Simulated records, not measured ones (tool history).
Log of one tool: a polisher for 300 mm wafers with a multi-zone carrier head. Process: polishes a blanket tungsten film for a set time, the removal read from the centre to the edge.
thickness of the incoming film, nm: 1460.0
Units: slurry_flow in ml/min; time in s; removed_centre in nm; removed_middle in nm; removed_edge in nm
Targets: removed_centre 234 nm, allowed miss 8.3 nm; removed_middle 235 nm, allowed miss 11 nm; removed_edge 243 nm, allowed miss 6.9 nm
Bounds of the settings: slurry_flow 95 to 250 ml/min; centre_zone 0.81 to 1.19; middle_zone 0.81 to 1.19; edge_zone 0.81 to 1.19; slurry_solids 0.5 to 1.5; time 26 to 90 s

{"run": 1, "hour": 0.0, "slurry_flow": 160, "centre_zone": 1, "middle_zone": 1, "edge_zone": 1, "slurry_solids": 1, "time": 58, "removed_centre": 416.24, "removed_middle": 400.44, "removed_edge": 413.85}
{"run": 2, "hour": 1.9, "slurry_flow": 155, "centre_zone": 0.98, "middle_zone": 0.99, "edge_zone": 0.97, "slurry_solids": 0.9, "time": 54, "removed_centre": 366.17, "removed_middle": 353.48, "removed_edge": 364.43}
{"run": 3, "hour": 3.5, "slurry_flow": 155, "centre_zone": 0.98, "middle_zone": 1.06, "edge_zone": 0.97, "slurry_solids": 0.9, "time": 54, "removed_centre": 371.34, "removed_middle": 373.41, "removed_edge": 362.57}
{"run": 4, "hour": 9.5, "slurry_flow": 150, "centre_zone": 0.96, "middle_zone": 1.04, "edge_zone": 0.95, "slurry_solids": 0.8, "time": 52, "removed_centre": 336.52, "removed_middle": 346.15, "removed_edge": 329.9}
{"run": 5, "hour": 18.5, "slurry_flow": 145, "centre_zone": 0.94, "middle_zone": 1, "edge_zone": 0.93, "slurry_solids": 0.75, "time": 51, "removed_centre": 304.94, "removed_middle": 310.7, "removed_edge": 307.45}
{"run": 6, "hour": 21.6, "slurry_flow": 145, "centre_zone": 0.94, "middle_zone": 1, "edge_zone": 0.98, "slurry_solids": 0.75, "time": 51, "removed_centre": 306.33, "removed_middle": 311.97, "removed_edge": 316.56}
{"run": 7, "hour": 23.0, "slurry_flow": 140, "centre_zone": 0.93, "middle_zone": 0.98, "edge_zone": 0.95, "slurry_solids": 0.7, "time": 50, "removed_centre": 288.29, "removed_middle": 285.51, "removed_edge": 299.67}
{"run": 8, "hour": 26.1, "slurry_flow": 135, "centre_zone": 0.92, "middle_zone": 0.97, "edge_zone": 0.93, "slurry_solids": 0.65, "time": 50, "removed_centre": 271.32, "removed_middle": 273.75, "removed_edge": 289.53}
{"run": 9, "hour": 30.3, "slurry_flow": 135, "centre_zone": 0.92, "middle_zone": 0.97, "edge_zone": 0.91, "slurry_solids": 0.6, "time": 49, "removed_centre": 253.68, "removed_middle": 267.61, "removed_edge": 269.97}
{"run": 10, "hour": 36.3, "slurry_flow": 130, "centre_zone": 0.93, "middle_zone": 0.95, "edge_zone": 0.89, "slurry_solids": 0.6, "time": 49, "removed_centre": 260.53, "removed_middle": 259.59, "removed_edge": 261.32}
{"run": 11, "hour": 37.5, "slurry_flow": 105, "centre_zone": 0.86, "middle_zone": 0.9, "edge_zone": 0.86, "slurry_solids": 0.5, "time": 49, "removed_centre": 207.57, "removed_middle": 212.11, "removed_edge": 229.49}
{"run": 12, "hour": 41.4, "slurry_flow": 115, "centre_zone": 0.87, "middle_zone": 0.9, "edge_zone": 0.86, "slurry_solids": 0.5, "time": 49, "removed_centre": 211.12, "removed_middle": 215.95, "removed_edge": 234.99}
{"run": 13, "hour": 44.7, "slurry_flow": 120, "centre_zone": 0.88, "middle_zone": 0.9, "edge_zone": 0.85, "slurry_solids": 0.5, "time": 49, "removed_centre": 218.53, "removed_middle": 220.34, "removed_edge": 232.13}
{"run": 14, "hour": 46.4, "slurry_flow": 125, "centre_zone": 0.88, "middle_zone": 0.9, "edge_zone": 0.85, "slurry_solids": 0.5, "time": 49, "removed_centre": 219.61, "removed_middle": 220.53, "removed_edge": 229.95}
{"run": 15, "hour": 49.6, "slurry_flow": 130, "centre_zone": 0.88, "middle_zone": 0.9, "edge_zone": 0.86, "slurry_solids": 0.5, "time": 49, "removed_centre": 220.65, "removed_middle": 222.33, "removed_edge": 238.02}
{"run": 16, "hour": 57.1, "slurry_flow": 135, "centre_zone": 0.88, "middle_zone": 0.9, "edge_zone": 0.86, "slurry_solids": 0.5, "time": 49, "removed_centre": 221.08, "removed_middle": 221.21, "removed_edge": 233.99}
{"run": 17, "hour": 61.4, "slurry_flow": 135, "centre_zone": 0.88, "middle_zone": 0.91, "edge_zone": 0.86, "slurry_solids": 0.5, "time": 49, "removed_centre": 224.47, "removed_middle": 221.99, "removed_edge": 234.13}
{"run": 18, "hour": 64.3, "slurry_flow": 135, "centre_zone": 0.88, "middle_zone": 0.92, "edge_zone": 0.86, "slurry_solids": 0.5, "time": 49, "removed_centre": 222.28, "removed_middle": 227.29, "removed_edge": 235.2}

Which of these 5 next moves meets every target?
{"run": "A", "hour": 67.2, "slurry_flow": 210, "centre_zone": 0.95, "middle_zone": 0.95, "edge_zone": 0.81, "slurry_solids": 0.55, "time": 44, "removed_centre": "?", "removed_middle": "?", "removed_edge": "?"}
{"run": "B", "hour": 67.2, "slurry_flow": 140, "centre_zone": 0.87, "middle_zone": 1.05, "edge_zone": 0.83, "slurry_solids": 0.5, "time": 48, "removed_centre": "?", "removed_middle": "?", "removed_edge": "?"}
{"run": "C", "hour": 67.2, "slurry_flow": 155, "centre_zone": 1.01, "middle_zone": 0.92, "edge_zone": 0.81, "slurry_solids": 0.5, "time": 46, "removed_centre": "?", "removed_middle": "?", "removed_edge": "?"}
{"run": "D", "hour": 67.2, "slurry_flow": 110, "centre_zone": 0.87, "middle_zone": 0.98, "edge_zone": 0.93, "slurry_solids": 0.5, "time": 48, "removed_centre": "?", "removed_middle": "?", "removed_edge": "?"}
{"run": "E", "hour": 67.2, "slurry_flow": 115, "centre_zone": 0.89, "middle_zone": 0.93, "edge_zone": 0.83, "slurry_solids": 0.5, "time": 52, "removed_centre": "?", "removed_middle": "?", "removed_edge": "?"}

move=A removed_centre=243.61 removed_middle=231.51 removed_edge=223.65
move=B removed_centre=217.68 removed_middle=247.54 removed_edge=224.86
move=C removed_centre=246.05 removed_middle=215.02 removed_edge=215.68
move=D removed_centre=209.18 removed_middle=225.54 removed_edge=231.28
move=E removed_centre=233.54 removed_middle=235.4 removed_edge=239.21
A: takes the result that was furthest off past its target
B: further off than the last run
C: takes the result that was furthest off past its target
D: further off than the last run
E: meets every target
The right move is E.
